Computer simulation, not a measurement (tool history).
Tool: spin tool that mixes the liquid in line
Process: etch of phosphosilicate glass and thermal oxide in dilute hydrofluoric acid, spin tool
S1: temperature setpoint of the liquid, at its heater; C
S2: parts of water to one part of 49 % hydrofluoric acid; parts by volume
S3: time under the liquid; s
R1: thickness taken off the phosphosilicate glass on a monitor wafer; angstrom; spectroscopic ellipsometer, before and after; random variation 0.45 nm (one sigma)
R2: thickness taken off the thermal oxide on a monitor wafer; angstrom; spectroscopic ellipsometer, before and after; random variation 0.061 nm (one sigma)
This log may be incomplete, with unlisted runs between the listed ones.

run	hour	S1	S2	S3	R1	R2
1	0	22	55	30	650.23	26.956
2	1.9	22	70	30	497.95	21.429
3	10.2	22	70	40	664.02	27.662
4	12.7	22	70	50	826.53	34.932
5	15	24	65	50	975.54	40.628
6	21.9	25.5	65	50	1036.9	43.402

The next listed run, before its measurement:
# hour 29.1: thermometer replaced
7	29.1	26.5	60	50	?	?

{"run 7": {"R1": 1086.8, "R2": 46.294}}
